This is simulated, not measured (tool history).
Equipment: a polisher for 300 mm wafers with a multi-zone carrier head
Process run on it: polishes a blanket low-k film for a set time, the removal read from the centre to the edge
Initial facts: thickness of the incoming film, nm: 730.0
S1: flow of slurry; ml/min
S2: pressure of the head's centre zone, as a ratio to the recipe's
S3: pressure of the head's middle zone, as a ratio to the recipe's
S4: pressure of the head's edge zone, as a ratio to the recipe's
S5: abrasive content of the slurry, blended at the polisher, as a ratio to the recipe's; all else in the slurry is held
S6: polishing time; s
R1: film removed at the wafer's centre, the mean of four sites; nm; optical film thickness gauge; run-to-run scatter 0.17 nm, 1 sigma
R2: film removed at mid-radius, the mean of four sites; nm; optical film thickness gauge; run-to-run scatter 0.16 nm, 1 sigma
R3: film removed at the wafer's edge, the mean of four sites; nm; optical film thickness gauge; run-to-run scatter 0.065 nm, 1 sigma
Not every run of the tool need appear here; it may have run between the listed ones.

Run 1, hour 0: S1 210 ml/min, S2 1, S3 1, S4 1, S5 1, S6 44 s. Result: R1 15.809 nm, R2 16.177 nm, R3 15.663 nm.
Run 2, hour 1.6: S1 210 ml/min, S2 1, S3 1, S4 1.04, S5 1, S6 44 s. Result: R1 15.826 nm, R2 16.197 nm, R3 15.868 nm.
Run 3, hour 5.2: S1 205 ml/min, S2 1.01, S3 1, S4 1.01, S5 0.9, S6 43 s. Result: R1 14.469 nm, R2 14.327 nm, R3 14.265 nm.
Run 4, hour 9.6: S1 205 ml/min, S2 1.01, S3 1, S4 0.97, S5 0.9, S6 43 s. Result: R1 14.542 nm, R2 14.621 nm, R3 14.049 nm.
Run 5, hour 13: S1 205 ml/min, S2 1.01, S3 1.09, S4 0.97, S5 0.9, S6 43 s. Result: R1 14.425 nm, R2 16.12 nm, R3 14.115 nm.
Run 6, hour 17.6: S1 200 ml/min, S2 1.01, S3 1.07, S4 0.94, S5 0.85, S6 43 s. Result: R1 13.855 nm, R2 14.854 nm, R3 13.286 nm.
Run 7, hour 19: S1 190 ml/min, S2 1.01, S3 1.06, S4 0.92, S5 0.8, S6 43 s. Result: R1 13.259 nm, R2 13.643 nm, R3 12.522 nm.
Run 8, hour 21.5: S1 180 ml/min, S2 1.01, S3 1.06, S4 0.9, S5 0.8, S6 43 s. Result: R1 12.781 nm, R2 13.739 nm, R3 12.267 nm.
Run 9, hour 23.7: S1 170 ml/min, S2 1.02, S3 1.04, S4 0.88, S5 0.8, S6 43 s. Result: R1 13.148 nm, R2 13.698 nm, R3 12.181 nm.
Run 10, hour 24.4: S1 165 ml/min, S2 1.02, S3 1.02, S4 0.87, S5 0.75, S6 43 s. Result: R1 11.853 nm, R2 12.452 nm, R3 11.393 nm.

The next listed run, before its measurement:
Run 11, hour 27.2: S1 165 ml/min, S2 1.02, S3 1.02, S4 0.87, S5 0.75, S6 43 s. Result: R1 ?, R2 ?, R3 ?.

{"run 11": {"R1": 12.113, "R2": 12.602, "R3": 11.368}}
